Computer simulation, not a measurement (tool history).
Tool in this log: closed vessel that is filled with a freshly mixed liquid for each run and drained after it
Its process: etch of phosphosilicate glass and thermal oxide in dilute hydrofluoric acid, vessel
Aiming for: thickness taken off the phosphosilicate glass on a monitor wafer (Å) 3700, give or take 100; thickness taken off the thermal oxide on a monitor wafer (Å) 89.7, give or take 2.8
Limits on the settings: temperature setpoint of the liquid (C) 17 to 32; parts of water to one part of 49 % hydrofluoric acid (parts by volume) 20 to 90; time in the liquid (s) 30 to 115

run,hour,temperature setpoint of the liquid (C),parts of water to one part of 49 % hydrofluoric acid (parts by volume),time in the liquid (s),thickness taken off the phosphosilicate glass on a monitor wafer (Å),thickness taken off the thermal oxide on a monitor wafer (Å)
1,0,24,50,60,2573.6,62.822
2,4.2,21,50,60,2292.5,55.745
3,5.9,22.5,50,60,2412.6,58.895
4,7.6,22.5,35,60,3484.4,86.468
5,14.9,22.5,35,80,4780,114.97
6,19.8,22.5,35,100,5900.8,141.37
7,26,22,35,100,5775.1,140.57
8,31.3,21.5,35,100,5704.7,134.78
9,34.4,21.5,35,100,5726.8,136.94
10,42.2,21,35,100,5426.5,133.55
11,50.7,20.5,35,100,5472.8,131.26
12,57.5,20,35,100,5279.7,127.08
13,63.5,17,45,100,3565.8,85.683

4 next moves are on the table. One of them brings every result within its allowed miss. Which?
A,69.5,17.5,40,95,?,?
B,69.5,17,35,70,?,?
C,69.5,17.5,30,70,?,?
D,69.5,17,50,115,?,?

move,thickness taken off the phosphosilicate glass on a monitor wafer (Å),thickness taken off the thermal oxide on a monitor wafer (Å)
A,3949.1,96.011
B,3272,79.548
C,3924,95.399
D,3700.2,89.959
A: the result that was furthest off in the last run now lies on the other side of its target
B: lands further from the targets than the last run did
C: the result that was furthest off in the last run now lies on the other side of its target
D: each result inside its tolerance
Correct choice: D, which meets every target

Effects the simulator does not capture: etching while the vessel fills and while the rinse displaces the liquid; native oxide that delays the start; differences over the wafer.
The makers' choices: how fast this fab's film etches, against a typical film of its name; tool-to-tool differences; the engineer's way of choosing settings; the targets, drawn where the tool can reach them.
